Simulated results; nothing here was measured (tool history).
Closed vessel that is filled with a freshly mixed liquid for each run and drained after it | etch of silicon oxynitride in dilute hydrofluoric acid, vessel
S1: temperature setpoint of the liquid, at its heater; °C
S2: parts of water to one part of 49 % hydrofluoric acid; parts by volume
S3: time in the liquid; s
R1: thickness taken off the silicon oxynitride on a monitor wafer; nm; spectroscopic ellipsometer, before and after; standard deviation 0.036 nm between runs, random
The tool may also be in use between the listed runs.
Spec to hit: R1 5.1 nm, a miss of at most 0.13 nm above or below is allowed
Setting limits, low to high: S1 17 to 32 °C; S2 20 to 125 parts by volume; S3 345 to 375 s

run 1 hour=0 | S1=24 S2=70 S3=345 | R1=10.98
run 2 hour=5 | S1=22 S2=80 S3=345 | R1=8.6841
run 3 hour=11.9 | S1=22 S2=105 S3=345 | R1=6.5487
run 4 hour=19.6 | S1=19.5 S2=105 S3=345 | R1=5.7903
run 5 hour=26.6 | S1=19.5 S2=95 S3=345 | R1=6.4066
run 6 hour=32.2 | S1=18.5 S2=100 S3=345 | R1=5.6891
run 7 hour=37.3 | S1=18 S2=100 S3=345 | R1=5.6457
run 8 hour=38.4 | S1=17.5 S2=100 S3=345 | R1=5.4713
run 9 hour=47 | S1=17 S2=100 S3=345 | R1=5.292

Consider the 5 candidate settings below. Which is the only one whose results all fall within their allowed miss of target?
run A hour=55.6 | S1=17.5 S2=100 S3=350 | R1=?
run B hour=55.6 | S1=17 S2=100 S3=350 | R1=?
run C hour=55.6 | S1=18 S2=110 S3=365 | R1=?
run D hour=55.6 | S1=17 S2=110 S3=360 | R1=?
run E hour=55.6 | S1=18.5 S2=115 S3=375 | R1=?

move=A R1=5.5938
move=B R1=5.4555
move=C R1=5.4009
move=D R1=5.0685
move=E R1=5.422
A: lands further from the targets than the last run did
B: lands further from the targets than the last run did
C: lands further from the targets than the last run did
D: all results land within tolerance of their targets
E: lands further from the targets than the last run did
D meets every target.

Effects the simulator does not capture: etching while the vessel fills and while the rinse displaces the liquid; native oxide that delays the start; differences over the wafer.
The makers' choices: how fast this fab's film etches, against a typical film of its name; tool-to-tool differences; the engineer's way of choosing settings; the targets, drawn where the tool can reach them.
